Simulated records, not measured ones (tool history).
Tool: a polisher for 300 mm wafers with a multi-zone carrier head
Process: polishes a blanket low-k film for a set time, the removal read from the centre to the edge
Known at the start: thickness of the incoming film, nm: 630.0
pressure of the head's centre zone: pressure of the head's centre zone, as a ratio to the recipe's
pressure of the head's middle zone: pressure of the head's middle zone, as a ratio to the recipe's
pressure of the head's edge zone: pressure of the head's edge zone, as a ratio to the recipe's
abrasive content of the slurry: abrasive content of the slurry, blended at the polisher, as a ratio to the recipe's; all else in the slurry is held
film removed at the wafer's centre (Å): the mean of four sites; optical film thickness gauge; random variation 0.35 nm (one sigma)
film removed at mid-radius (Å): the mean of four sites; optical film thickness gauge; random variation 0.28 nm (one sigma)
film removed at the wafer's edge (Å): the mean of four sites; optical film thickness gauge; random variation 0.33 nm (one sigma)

| run | hour | flow of slurry (ml/min) | pressure of the head's centre zone | pressure of the head's middle zone | pressure of the head's edge zone | abrasive content of the slurry | polishing time (s) | film removed at the wafer's centre (Å) | film removed at mid-radius (Å) | film removed at the wafer's edge (Å) |
|---|---|---|---|---|---|---|---|---|---|---|
| 1 | 0 | 125 | 1 | 1 | 1 | 1 | 72 | 212.23 | 219.19 | 209.72 |
| 2 | 4.4 | 125 | 1 | 0.92 | 1 | 1 | 72 | 202.61 | 197.61 | 209.85 |
| 3 | 6.4 | 135 | 0.97 | 0.95 | 1.05 | 1.1 | 72 | 215.53 | 212.9 | 228.75 |
| 4 | 10.5 | 135 | 0.97 | 0.95 | 1 | 1.1 | 72 | 216.24 | 218.7 | 220.02 |
| 5 | 13.6 | 135 | 0.97 | 0.95 | 1 | 1.25 | 72 | 231.99 | 231.99 | 232.13 |
| 6 | 21 | 145 | 0.93 | 0.98 | 1.04 | 1.3 | 72 | 227.39 | 244.52 | 245.87 |
| 7 | 24.6 | 155 | 0.92 | 1 | 1.06 | 1.35 | 72 | 233.09 | 256.88 | 252.82 |

Forecast run 8:
| 8 | 31.4 | 160 | 0.91 | 1.01 | 1.08 | 1.4 | 72 | ? | ? | ? |

film removed at the wafer's centre (Å): 238.37
film removed at mid-radius (Å): 263.41
film removed at the wafer's edge (Å): 257.67
